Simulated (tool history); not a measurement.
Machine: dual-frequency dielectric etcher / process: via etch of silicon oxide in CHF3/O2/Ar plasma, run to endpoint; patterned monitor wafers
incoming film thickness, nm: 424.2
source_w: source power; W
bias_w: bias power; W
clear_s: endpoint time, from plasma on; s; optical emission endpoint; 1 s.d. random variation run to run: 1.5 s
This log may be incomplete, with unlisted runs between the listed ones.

Run 1, hour 0: source_w 750 W, bias_w 131 W. Result: clear_s 198.75 s.
Run 2, hour 2.6: source_w 690 W, bias_w 122 W. Result: clear_s 211.31 s.
Run 3, hour 4.9: source_w 690 W, bias_w 139 W. Result: clear_s 204.28 s.
Run 4, hour 10.8: source_w 620 W, bias_w 139 W. Result: clear_s 214.84 s.
Run 5, hour 16.7: source_w 620 W, bias_w 123 W. Result: clear_s 226.05 s.
Run 6, hour 19.4: source_w 620 W, bias_w 101 W. Result: clear_s 233.14 s.
Run 7, hour 24.2: source_w 600 W, bias_w 100 W. Result: clear_s 240.83 s.
Run 8, hour 29.3: source_w 580 W, bias_w 99 W. Result: clear_s 244.85 s.
Run 9, hour 35: source_w 580 W, bias_w 99 W. Result: clear_s 249.48 s.
Run 10, hour 36.9: source_w 570 W, bias_w 99 W. Result: clear_s 250.61 s.

Run 11 is up next; what results do you expect?
Run 11, hour 42: source_w 510 W, bias_w 95 W. Result: clear_s ?.

Run 11 measured clear_s 269.66 s.

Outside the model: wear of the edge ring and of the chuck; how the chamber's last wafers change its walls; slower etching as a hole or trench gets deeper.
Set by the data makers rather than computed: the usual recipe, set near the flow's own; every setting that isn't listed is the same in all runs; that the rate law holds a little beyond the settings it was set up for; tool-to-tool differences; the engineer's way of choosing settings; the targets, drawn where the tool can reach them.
